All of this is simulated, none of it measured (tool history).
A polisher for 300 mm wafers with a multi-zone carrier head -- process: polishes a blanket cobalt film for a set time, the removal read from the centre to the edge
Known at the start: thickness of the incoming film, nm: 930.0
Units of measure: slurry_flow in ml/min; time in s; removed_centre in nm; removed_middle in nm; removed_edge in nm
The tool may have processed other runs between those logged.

| run | hour | slurry_flow | centre_zone | middle_zone | edge_zone | time | removed_centre | removed_middle | removed_edge |
|---|---|---|---|---|---|---|---|---|---|
| 1 | 0 | 190 | 1 | 1 | 1 | 37 | 132.38 | 133.15 | 130.1 |
| 2 | 3.8 | 190 | 1.07 | 1 | 1 | 37 | 138.39 | 133.23 | 131.41 |
| 3 | 12.7 | 215 | 1.07 | 1 | 1 | 37 | 144.41 | 135.52 | 129.42 |
| 4 | 16.2 | 215 | 1.07 | 1 | 1 | 42 | 161.7 | 153.9 | 153.57 |
| 5 | 18.6 | 215 | 1.13 | 1 | 1 | 42 | 168.7 | 153.05 | 152.41 |
| 6 | 23.3 | 205 | 1.13 | 1.01 | 1.02 | 44 | 173.72 | 159.38 | 162.5 |
|  | 27.3 | worn pad replaced by a new one |
| 7 | 27.3 | 215 | 1.12 | 1.11 | 1.12 | 53 | 234.51 | 235.48 | 223.49 |
| 8 | 34.3 | 205 | 1.11 | 1.1 | 1.13 | 53 | 229.62 | 229.59 | 218.86 |
| 9 | 41 | 195 | 1.09 | 1.08 | 1.14 | 53 | 223.01 | 225.27 | 221.26 |

Run 10 has not been measured yet. What should we expect?
| 10 | 43 | 185 | 1.08 | 1.07 | 1.15 | 53 | ? | ? | ? |

removed_centre: 223.32 nm
removed_middle: 219.55 nm
removed_edge: 218.12 nm

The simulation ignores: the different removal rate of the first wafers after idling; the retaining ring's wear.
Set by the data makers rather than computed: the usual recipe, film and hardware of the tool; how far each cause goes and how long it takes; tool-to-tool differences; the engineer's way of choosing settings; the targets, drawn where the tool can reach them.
